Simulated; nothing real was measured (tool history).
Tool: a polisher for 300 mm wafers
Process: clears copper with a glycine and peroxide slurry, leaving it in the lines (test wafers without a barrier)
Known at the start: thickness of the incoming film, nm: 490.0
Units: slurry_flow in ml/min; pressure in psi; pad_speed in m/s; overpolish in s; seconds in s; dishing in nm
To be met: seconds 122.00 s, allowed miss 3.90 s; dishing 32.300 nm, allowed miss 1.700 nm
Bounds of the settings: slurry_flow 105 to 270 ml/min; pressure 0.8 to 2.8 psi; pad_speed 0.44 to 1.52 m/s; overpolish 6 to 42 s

run,day,slurry_flow,pressure,pad_speed,overpolish,seconds,dishing
1,0.000,175,1.8,0.98,21,112.59,51.701
2,0.250,175,1.8,0.98,19,112.44,47.764
3,0.292,175,1.8,0.98,23,112.71,56.899
4,0.650,175,1.6,0.98,23,122.84,50.821
5,0.792,175,1.6,1.00,21,121.82,48.406
6,1.100,175,1.8,1.00,21,109.61,51.905
# day 1.408: head pressure recalibrated
7,1.408,175,1.7,1.00,19,123.24,44.972
8,1.504,180,1.7,1.02,17,120.02,41.408

4 next moves are on the table. One of them brings every result within its allowed miss. Which?
A,1.600,200,1.6,1.06,22,?,?
B,1.600,150,1.7,1.04,23,?,?
C,1.600,235,1.8,0.88,12,?,?
D,1.600,170,2.0,0.96,14,?,?

move,seconds,dishing
A,120.04,49.972
B,122.10,51.196
C,123.60,31.690
D,112.12,38.754
A: further off than the last run
B: further off than the last run
C: meets every target
D: nearer than the last run, and not there yet
The right move is C.

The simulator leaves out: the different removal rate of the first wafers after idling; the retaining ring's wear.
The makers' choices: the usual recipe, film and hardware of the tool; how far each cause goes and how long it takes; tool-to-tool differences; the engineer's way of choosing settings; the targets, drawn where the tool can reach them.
